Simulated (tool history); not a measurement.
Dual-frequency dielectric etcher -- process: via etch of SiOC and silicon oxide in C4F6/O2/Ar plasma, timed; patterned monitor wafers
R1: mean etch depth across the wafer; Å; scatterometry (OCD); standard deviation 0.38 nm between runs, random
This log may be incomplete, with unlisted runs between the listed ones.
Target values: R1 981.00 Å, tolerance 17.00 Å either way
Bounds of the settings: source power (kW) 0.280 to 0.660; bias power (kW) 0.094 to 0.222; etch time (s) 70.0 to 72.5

{"run": 1, "hour": 0.0, "source power (kW)": 0.47, "bias power (kW)": 0.158, "etch time (s)": 70.0, "R1": 899.98}
{"run": 2, "hour": 2.8, "source power (kW)": 0.5, "bias power (kW)": 0.16, "etch time (s)": 70.0, "R1": 927.42}
{"run": 3, "hour": 6.6, "source power (kW)": 0.5, "bias power (kW)": 0.17, "etch time (s)": 70.0, "R1": 945.69}
{"run": 4, "hour": 8.1, "source power (kW)": 0.51, "bias power (kW)": 0.171, "etch time (s)": 70.0, "R1": 951.89}
{"run": 5, "hour": 11.7, "source power (kW)": 0.52, "bias power (kW)": 0.172, "etch time (s)": 70.0, "R1": 958.82}
{"run": 6, "hour": 17.1, "source power (kW)": 0.48, "bias power (kW)": 0.172, "etch time (s)": 70.0, "R1": 929.99}
{"run": 7, "hour": 21.7, "source power (kW)": 0.5, "bias power (kW)": 0.173, "etch time (s)": 70.0, "R1": 951.74}
{"run": 8, "hour": 30.3, "source power (kW)": 0.51, "bias power (kW)": 0.174, "etch time (s)": 70.0, "R1": 950.19}

Of the 4 settings listed for the next run, only one would bring every result within its allowed miss of target. Which one?
{"run": "A", "hour": 38.9, "source power (kW)": 0.6, "bias power (kW)": 0.159, "etch time (s)": 72.5, "R1": "?"}
{"run": "B", "hour": 38.9, "source power (kW)": 0.49, "bias power (kW)": 0.161, "etch time (s)": 71.0, "R1": "?"}
{"run": "C", "hour": 38.9, "source power (kW)": 0.51, "bias power (kW)": 0.164, "etch time (s)": 72.5, "R1": "?"}
{"run": "D", "hour": 38.9, "source power (kW)": 0.56, "bias power (kW)": 0.131, "etch time (s)": 71.5, "R1": "?"}

move=A R1=1037.60
move=B R1=938.32
move=C R1=979.03
move=D R1=945.06
A: moves the result that the last run missed by most past its target, out the other side
B: its largest miss is bigger than the last run's
C: each result inside its tolerance
D: its largest miss is bigger than the last run's
Answer: C
